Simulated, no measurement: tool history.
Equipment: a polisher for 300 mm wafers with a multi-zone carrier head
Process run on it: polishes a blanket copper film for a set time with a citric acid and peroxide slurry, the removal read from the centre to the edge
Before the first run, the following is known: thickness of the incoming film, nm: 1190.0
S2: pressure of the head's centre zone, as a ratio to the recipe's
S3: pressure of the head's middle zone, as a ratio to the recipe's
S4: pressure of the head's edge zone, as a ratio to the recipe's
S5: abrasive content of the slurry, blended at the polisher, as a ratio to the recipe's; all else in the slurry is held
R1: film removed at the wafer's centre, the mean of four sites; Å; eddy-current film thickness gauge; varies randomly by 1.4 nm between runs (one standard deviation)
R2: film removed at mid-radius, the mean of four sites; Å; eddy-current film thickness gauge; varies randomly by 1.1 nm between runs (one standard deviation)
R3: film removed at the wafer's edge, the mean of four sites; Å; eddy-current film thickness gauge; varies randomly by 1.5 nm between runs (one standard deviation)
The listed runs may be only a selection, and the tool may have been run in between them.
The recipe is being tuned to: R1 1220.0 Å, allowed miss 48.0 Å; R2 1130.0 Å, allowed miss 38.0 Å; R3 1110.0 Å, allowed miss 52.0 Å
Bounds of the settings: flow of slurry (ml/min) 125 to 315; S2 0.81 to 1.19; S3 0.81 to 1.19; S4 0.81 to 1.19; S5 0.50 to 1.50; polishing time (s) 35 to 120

run 1 hour=0.0 | flow_of_slurry_(ml/min)=205 S2=1.00 S3=1.00 S4=1.00 S5=1.00 polishing_time_(s)=77 | R1=1430.3 R2=1443.5 R3=1445.0
run 2 hour=4.4 | flow_of_slurry_(ml/min)=205 S2=1.01 S3=0.98 S4=0.95 S5=0.85 polishing_time_(s)=75 | R1=1338.5 R2=1333.2 R3=1361.9
run 3 hour=11.2 | flow_of_slurry_(ml/min)=205 S2=1.05 S3=0.99 S4=0.92 S5=0.75 polishing_time_(s)=72 | R1=1331.6 R2=1266.1 R3=1210.4
run 4 hour=14.7 | flow_of_slurry_(ml/min)=205 S2=1.05 S3=0.99 S4=0.86 S5=0.75 polishing_time_(s)=72 | R1=1313.8 R2=1264.4 R3=1261.8
run 5 hour=20.1 | flow_of_slurry_(ml/min)=205 S2=1.05 S3=0.99 S4=0.86 S5=0.90 polishing_time_(s)=72 | R1=1351.7 R2=1303.4 R3=1269.8
run 6 hour=22.1 | flow_of_slurry_(ml/min)=200 S2=1.06 S3=0.99 S4=0.86 S5=0.80 polishing_time_(s)=71 | R1=1304.8 R2=1259.0 R3=1239.4
run 7 hour=27.0 | flow_of_slurry_(ml/min)=195 S2=1.07 S3=0.99 S4=0.86 S5=0.70 polishing_time_(s)=70 | R1=1270.1 R2=1204.7 R3=1155.5
run 8 hour=28.7 | flow_of_slurry_(ml/min)=185 S2=1.07 S3=0.98 S4=0.86 S5=0.70 polishing_time_(s)=70 | R1=1255.3 R2=1178.8 R3=1162.9

5 next moves are on the table. One of them brings every result within its allowed miss. Which?
run A hour=30.4 | flow_of_slurry_(ml/min)=205 S2=1.16 S3=0.97 S4=0.88 S5=0.65 polishing_time_(s)=67 | R1=? R2=? R3=?
run B hour=30.4 | flow_of_slurry_(ml/min)=135 S2=1.08 S3=0.97 S4=0.81 S5=0.65 polishing_time_(s)=74 | R1=? R2=? R3=?
run C hour=30.4 | flow_of_slurry_(ml/min)=215 S2=0.95 S3=0.98 S4=0.81 S5=0.50 polishing_time_(s)=76 | R1=? R2=? R3=?
run D hour=30.4 | flow_of_slurry_(ml/min)=195 S2=1.18 S3=1.12 S4=0.93 S5=0.65 polishing_time_(s)=66 | R1=? R2=? R3=?
run E hour=30.4 | flow_of_slurry_(ml/min)=215 S2=1.06 S3=1.00 S4=0.88 S5=0.50 polishing_time_(s)=72 | R1=? R2=? R3=?

move=A R1=1300.3 R2=1129.0 R3=1101.5
move=B R1=1221.2 R2=1147.1 R3=1114.6
move=C R1=1176.4 R2=1243.0 R3=1167.1
move=D R1=1291.6 R2=1246.5 R3=1096.6
move=E R1=1235.1 R2=1197.1 R3=1135.2
A: gets the furthest-off result to its target, but another result is out of tolerance
B: each result inside its tolerance
C: the biggest miss grows against the last run
D: the biggest miss grows against the last run
E: the biggest miss grows against the last run
B meets every target.
